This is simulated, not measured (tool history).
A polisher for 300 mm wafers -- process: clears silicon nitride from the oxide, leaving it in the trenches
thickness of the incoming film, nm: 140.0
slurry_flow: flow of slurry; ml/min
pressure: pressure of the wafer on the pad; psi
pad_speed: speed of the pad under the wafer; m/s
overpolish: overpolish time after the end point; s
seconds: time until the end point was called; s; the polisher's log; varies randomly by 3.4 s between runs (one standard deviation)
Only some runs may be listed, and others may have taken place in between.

run,hour,slurry_flow,pressure,pad_speed,overpolish,seconds
1,0.0,240,3.2,1.16,51,144.18
2,2.7,240,3.6,1.16,51,134.15
3,7.9,240,3.3,1.12,51,148.22
4,13.3,240,3.0,1.10,51,158.76
5,16.2,240,2.8,1.08,51,172.20
6,21.4,240,2.6,1.08,51,178.60
7,25.3,240,2.4,1.06,51,193.34

Forecast run 8:
8,28.1,240,1.5,1.04,51,?

Run 8 came out at seconds 264.14 s.

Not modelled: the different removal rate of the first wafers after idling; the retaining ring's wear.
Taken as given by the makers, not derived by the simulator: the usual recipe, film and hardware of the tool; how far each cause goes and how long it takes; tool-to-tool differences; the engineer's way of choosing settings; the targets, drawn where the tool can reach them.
